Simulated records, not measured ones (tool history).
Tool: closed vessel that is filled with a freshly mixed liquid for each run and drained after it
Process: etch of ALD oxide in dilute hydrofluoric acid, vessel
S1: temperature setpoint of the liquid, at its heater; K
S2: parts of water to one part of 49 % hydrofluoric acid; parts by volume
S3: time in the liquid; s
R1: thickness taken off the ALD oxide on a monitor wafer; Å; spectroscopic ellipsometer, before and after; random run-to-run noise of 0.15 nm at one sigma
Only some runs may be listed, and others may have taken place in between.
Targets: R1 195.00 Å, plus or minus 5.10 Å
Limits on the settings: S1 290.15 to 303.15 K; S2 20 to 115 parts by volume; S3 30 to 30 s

run,hour,S1,S2,S3,R1
1,0.0,295.15,65,30,103.02
2,8.3,296.65,60,30,118.32
3,10.3,297.65,55,30,135.90
4,18.1,298.65,55,30,141.34
5,20.3,301.15,55,30,156.76
6,26.8,298.65,55,30,141.52
7,35.5,299.15,55,30,143.73
8,41.5,299.65,55,30,146.42
9,49.8,300.15,55,30,148.30
10,53.2,300.65,55,30,152.13
11,59.4,301.15,55,30,155.27
12,63.7,301.65,55,30,161.36
13,69.0,302.15,55,30,162.42
14,70.1,302.65,50,30,184.23
15,74.3,303.15,50,30,187.71
16,80.3,303.15,45,30,211.00
17,88.0,303.15,45,30,210.26
18,90.3,302.65,45,30,206.50
# hour 93.8: thermometer replaced
19,93.8,302.65,45,30,218.22
20,101.1,302.15,45,30,212.87
21,108.7,301.65,45,30,208.35

Next run, 4 choices. One meets every target within its allowed miss, the rest don't. Which?
A,116.3,303.15,50,30,?
B,116.3,298.65,45,30,?
C,116.3,303.15,45,30,?
D,116.3,299.15,40,30,?

move,R1
A,194.25
B,181.57
C,217.51
D,209.94
A: hits every target within its allowed miss
B: the result that was furthest off in the last run now lies on the other side of its target
C: misses by more than the last run did
D: misses by more than the last run did
Answer: A
